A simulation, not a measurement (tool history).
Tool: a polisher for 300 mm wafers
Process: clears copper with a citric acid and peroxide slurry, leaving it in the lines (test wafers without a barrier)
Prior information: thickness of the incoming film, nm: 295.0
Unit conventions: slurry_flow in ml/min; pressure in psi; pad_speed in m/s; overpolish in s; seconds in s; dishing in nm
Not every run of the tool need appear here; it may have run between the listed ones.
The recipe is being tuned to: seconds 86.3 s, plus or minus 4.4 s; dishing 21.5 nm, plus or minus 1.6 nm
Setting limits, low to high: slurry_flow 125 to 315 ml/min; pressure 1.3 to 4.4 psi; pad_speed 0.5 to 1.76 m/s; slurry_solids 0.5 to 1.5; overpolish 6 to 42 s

run,hour,slurry_flow,pressure,pad_speed,slurry_solids,overpolish,seconds,dishing
1,0,205,2.8,1.12,1,21,137.28,28.668
2,7.4,205,3,1.14,1,17,128.16,25.561
3,13.5,205,3,0.96,1,17,149.29,23.145
4,17.1,195,3.3,1.02,0.95,14,135.03,22.225
5,18.4,195,2.8,1.02,0.95,14,158.36,18.32
6,24.7,180,3.2,1.12,0.85,12,133.71,18.887
7,26.3,185,3.5,1.16,0.8,11,116.31,19.746
8,28.8,195,3.7,1.18,0.75,10,110.57,19.172
9,29.6,195,3.9,1.2,0.75,10,103.96,19.671
10,30.5,195,4,1.22,0.75,10,98.968,20.926
11,39.5,195,4.1,1.24,0.75,10,94.076,21.101
12,40.8,195,4.2,1.24,0.75,10,93.915,21.602

Of the 4 settings listed for the next run, only one would bring every result within its allowed miss of target. Which one?
A,42.1,210,4.1,1,0.85,12,?,?
B,42.1,160,4.3,1.76,0.55,10,?,?
C,42.1,170,4.1,1.48,0.85,10,?,?
D,42.1,205,4.3,1.44,0.6,9,?,?

move,seconds,dishing
A,110.48,21.573
B,75.004,25.9
C,77.778,25.046
D,84.429,21.237
A: lands further from the targets than the last run did
B: pushes the last run's worst result past its target
C: pushes the last run's worst result past its target
D: meets every target
D is the move that brings every result within its allowed miss.

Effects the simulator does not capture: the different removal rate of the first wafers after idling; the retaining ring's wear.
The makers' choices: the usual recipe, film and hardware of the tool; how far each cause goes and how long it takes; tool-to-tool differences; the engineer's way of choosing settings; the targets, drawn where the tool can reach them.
